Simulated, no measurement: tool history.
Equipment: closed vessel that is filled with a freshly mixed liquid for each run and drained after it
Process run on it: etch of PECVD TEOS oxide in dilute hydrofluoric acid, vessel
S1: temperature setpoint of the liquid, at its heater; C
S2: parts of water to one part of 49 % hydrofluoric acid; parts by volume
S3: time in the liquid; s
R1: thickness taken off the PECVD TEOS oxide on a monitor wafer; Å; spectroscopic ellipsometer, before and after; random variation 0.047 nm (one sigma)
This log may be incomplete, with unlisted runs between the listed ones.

Run 1, hour 0: S1 22 C, S2 280 parts by volume, S3 450 s. Result: R1 200.56 Å.
Run 2, hour 5.3: S1 20.5 C, S2 320 parts by volume, S3 450 s. Result: R1 160.14 Å.
Run 3, hour 8.5: S1 20.5 C, S2 320 parts by volume, S3 450 s. Result: R1 161.97 Å.
Run 4, hour 12.6: S1 19.5 C, S2 355 parts by volume, S3 450 s. Result: R1 136.07 Å.
Run 5, hour 15: S1 19 C, S2 380 parts by volume, S3 450 s. Result: R1 122.72 Å.
Run 6, hour 18: S1 21 C, S2 380 parts by volume, S3 450 s. Result: R1 130.31 Å.
Run 7, hour 23.2: S1 20 C, S2 395 parts by volume, S3 450 s. Result: R1 120.42 Å.
Run 8, hour 28.8: S1 19 C, S2 410 parts by volume, S3 450 s. Result: R1 111.1 Å.

Run 9 has not been measured yet. What should we expect?
Run 9, hour 33.5: S1 18.5 C, S2 420 parts by volume, S3 450 s. Result: R1 ?.

R1: 104.42 Å
